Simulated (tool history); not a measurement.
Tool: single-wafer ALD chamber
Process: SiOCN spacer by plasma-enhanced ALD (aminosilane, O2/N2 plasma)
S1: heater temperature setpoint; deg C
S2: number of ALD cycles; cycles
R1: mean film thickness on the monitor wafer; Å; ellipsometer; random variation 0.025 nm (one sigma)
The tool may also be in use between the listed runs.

{"run": 1, "hour": 0.0, "S1": 405, "S2": 78, "R1": 42.0}
{"run": 2, "hour": 6.5, "S1": 403, "S2": 79, "R1": 42.799}
{"run": 3, "hour": 8.0, "S1": 403, "S2": 85, "R1": 45.963}
{"run": 4, "hour": 9.6, "S1": 403, "S2": 80, "R1": 43.383}
{"run": 5, "hour": 18.0, "S1": 394, "S2": 80, "R1": 43.585}
{"run": 6, "hour": 21.2, "S1": 394, "S2": 85, "R1": 46.291}
{"run": 7, "hour": 29.1, "S1": 394, "S2": 86, "R1": 46.945}

Run 8 comes next. What will it give?
{"run": 8, "hour": 35.3, "S1": 394, "S2": 87, "R1": "?"}

Run 8 gave R1 47.505 Å.
